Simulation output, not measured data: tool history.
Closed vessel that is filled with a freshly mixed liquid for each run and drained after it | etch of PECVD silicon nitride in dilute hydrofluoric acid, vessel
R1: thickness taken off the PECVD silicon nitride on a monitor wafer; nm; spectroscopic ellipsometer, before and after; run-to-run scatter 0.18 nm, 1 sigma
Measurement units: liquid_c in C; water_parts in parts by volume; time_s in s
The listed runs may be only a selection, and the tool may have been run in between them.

{"run": 1, "hour": 0.0, "liquid_c": 26.0, "water_parts": 175, "time_s": 410, "R1": 14.894}
{"run": 2, "hour": 4.1, "liquid_c": 26.0, "water_parts": 175, "time_s": 310, "R1": 11.232}
{"run": 3, "hour": 10.4, "liquid_c": 27.0, "water_parts": 165, "time_s": 310, "R1": 12.675}
{"run": 4, "hour": 16.2, "liquid_c": 28.0, "water_parts": 150, "time_s": 310, "R1": 14.609}
{"run": 5, "hour": 24.8, "liquid_c": 28.0, "water_parts": 150, "time_s": 410, "R1": 19.51}
{"run": 6, "hour": 27.3, "liquid_c": 28.5, "water_parts": 150, "time_s": 410, "R1": 20.099}

Estimate the outcome of run 7 from the log above:
{"run": 7, "hour": 29.4, "liquid_c": 28.5, "water_parts": 150, "time_s": 410, "R1": "?"}

R1: 20.281 nm
